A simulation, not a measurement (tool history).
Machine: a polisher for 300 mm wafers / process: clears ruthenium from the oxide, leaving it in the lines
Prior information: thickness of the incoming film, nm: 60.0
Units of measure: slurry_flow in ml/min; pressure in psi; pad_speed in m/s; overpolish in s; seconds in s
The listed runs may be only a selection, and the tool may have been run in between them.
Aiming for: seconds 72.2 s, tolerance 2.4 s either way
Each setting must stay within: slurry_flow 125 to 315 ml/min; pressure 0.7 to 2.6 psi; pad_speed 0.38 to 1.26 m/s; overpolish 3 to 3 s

{"run": 1, "day": 0.0, "slurry_flow": 205, "pressure": 1.6, "pad_speed": 0.82, "overpolish": 3, "seconds": 101.79}
{"run": 2, "day": 0.033, "slurry_flow": 205, "pressure": 1.6, "pad_speed": 0.7, "overpolish": 3, "seconds": 116.1}
{"run": 3, "day": 0.279, "slurry_flow": 205, "pressure": 1.2, "pad_speed": 0.7, "overpolish": 3, "seconds": 155.36}
{"run": 4, "day": 0.308, "slurry_flow": 170, "pressure": 1.2, "pad_speed": 0.7, "overpolish": 3, "seconds": 156.97}
{"run": 5, "day": 0.65, "slurry_flow": 170, "pressure": 1.2, "pad_speed": 0.7, "overpolish": 3, "seconds": 157}
{"run": 6, "day": 0.942, "slurry_flow": 170, "pressure": 1.4, "pad_speed": 0.7, "overpolish": 3, "seconds": 135.04}
{"run": 7, "day": 1.154, "slurry_flow": 185, "pressure": 1.9, "pad_speed": 0.72, "overpolish": 3, "seconds": 96.444}
{"run": 8, "day": 1.417, "slurry_flow": 190, "pressure": 2, "pad_speed": 0.72, "overpolish": 3, "seconds": 91.64}
{"run": 9, "day": 1.767, "slurry_flow": 195, "pressure": 2.1, "pad_speed": 0.72, "overpolish": 3, "seconds": 89.14}
{"run": 10, "day": 2.038, "slurry_flow": 195, "pressure": 2.2, "pad_speed": 0.72, "overpolish": 3, "seconds": 83.715}
{"run": 11, "day": 2.312, "slurry_flow": 195, "pressure": 2.2, "pad_speed": 0.72, "overpolish": 3, "seconds": 84.001}

Consider the 5 candidate settings below. Which is the only one whose results all fall within their allowed miss of target?
{"run": "A", "day": 2.588, "slurry_flow": 195, "pressure": 2.1, "pad_speed": 0.68, "overpolish": 3, "seconds": "?"}
{"run": "B", "day": 2.588, "slurry_flow": 205, "pressure": 2.6, "pad_speed": 0.66, "overpolish": 3, "seconds": "?"}
{"run": "C", "day": 2.588, "slurry_flow": 190, "pressure": 2.5, "pad_speed": 0.74, "overpolish": 3, "seconds": "?"}
{"run": "D", "day": 2.588, "slurry_flow": 215, "pressure": 2.5, "pad_speed": 0.66, "overpolish": 3, "seconds": "?"}
{"run": "E", "day": 2.588, "slurry_flow": 215, "pressure": 2.1, "pad_speed": 0.56, "overpolish": 3, "seconds": "?"}

move=A seconds=93.448
move=B seconds=77.676
move=C seconds=72.782
move=D seconds=80.385
move=E seconds=111.63
A: the biggest miss grows against the last run
B: an improvement on the last run, though not all results are within tolerance
C: meets every target
D: an improvement on the last run, though not all results are within tolerance
E: the biggest miss grows against the last run
The right move is C.

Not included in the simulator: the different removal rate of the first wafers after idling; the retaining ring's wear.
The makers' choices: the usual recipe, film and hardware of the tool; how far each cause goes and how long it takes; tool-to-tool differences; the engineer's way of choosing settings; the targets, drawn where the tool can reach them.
